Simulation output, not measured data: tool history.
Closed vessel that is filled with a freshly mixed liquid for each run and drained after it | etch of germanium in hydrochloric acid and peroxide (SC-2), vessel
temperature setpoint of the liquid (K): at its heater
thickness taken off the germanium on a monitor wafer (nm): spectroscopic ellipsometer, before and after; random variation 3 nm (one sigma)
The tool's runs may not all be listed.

run	day	temperature setpoint of the liquid (K)	parts of water to one part each of 37 % hydrochloric acid and 30 % peroxide (parts by volume)	time in the liquid (s)	thickness taken off the germanium on a monitor wafer (nm)
1	0	333.15	7.5	100	549.44
2	0.05	333.15	7.5	105	579.07
3	0.35	331.65	7.5	105	556.84
4	0.692	331.65	8.5	105	548.98
5	0.925	331.65	6.5	105	562.71
6	1.288	337.15	6.5	105	656.13
7	1.358	329.15	7.5	105	512.26
8	1.742	328.15	7.5	105	488.22
9	1.967	328.15	7.5	105	488.83
10	2.012	327.65	7.5	105	483.21
11	2.271	327.15	7.5	105	474.3
12	2.575	326.65	7.5	105	475.27
13	2.75	326.15	7.5	105	470.71
14	2.967	325.65	7.5	105	458.69
15	3.342	325.15	7.5	105	455.76
16	3.558	324.65	7.5	105	450.62

Forecast run 17:
17	3.917	324.15	7.5	105	?

thickness taken off the germanium on a monitor wafer (nm): 435.69

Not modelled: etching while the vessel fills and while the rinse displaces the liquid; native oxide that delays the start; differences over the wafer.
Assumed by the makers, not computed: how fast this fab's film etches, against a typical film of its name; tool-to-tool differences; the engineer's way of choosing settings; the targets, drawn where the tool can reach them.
